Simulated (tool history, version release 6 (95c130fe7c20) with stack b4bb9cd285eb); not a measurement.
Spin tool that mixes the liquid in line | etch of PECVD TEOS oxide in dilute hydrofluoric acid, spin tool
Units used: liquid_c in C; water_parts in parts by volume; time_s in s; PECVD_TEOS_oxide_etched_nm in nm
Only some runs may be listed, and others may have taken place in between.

Run 1, hour 0: liquid_c 20 C, water_parts 120 parts by volume, time_s 55 s. Result: PECVD_TEOS_oxide_etched_nm 6.1897 nm.
Run 2, hour 6.5: liquid_c 20 C, water_parts 120 parts by volume, time_s 40 s. Result: PECVD_TEOS_oxide_etched_nm 4.5403 nm.
Run 3, hour 8: liquid_c 21.5 C, water_parts 120 parts by volume, time_s 40 s. Result: PECVD_TEOS_oxide_etched_nm 4.7675 nm.
Run 4, hour 17: liquid_c 21.5 C, water_parts 120 parts by volume, time_s 55 s. Result: PECVD_TEOS_oxide_etched_nm 6.4907 nm.
Run 5, hour 17.8: liquid_c 21.5 C, water_parts 120 parts by volume, time_s 40 s. Result: PECVD_TEOS_oxide_etched_nm 4.7577 nm.
At hour 23.9: hydrofluoric acid flow meter replaced.
Run 6, hour 23.9: liquid_c 19 C, water_parts 120 parts by volume, time_s 40 s. Result: PECVD_TEOS_oxide_etched_nm 4.8716 nm.

Run 7 is up next; what results do you expect?
Run 7, hour 27.2: liquid_c 19 C, water_parts 125 parts by volume, time_s 40 s. Result: PECVD_TEOS_oxide_etched_nm ?.

Run 7 gave PECVD_TEOS_oxide_etched_nm 4.6373 nm.

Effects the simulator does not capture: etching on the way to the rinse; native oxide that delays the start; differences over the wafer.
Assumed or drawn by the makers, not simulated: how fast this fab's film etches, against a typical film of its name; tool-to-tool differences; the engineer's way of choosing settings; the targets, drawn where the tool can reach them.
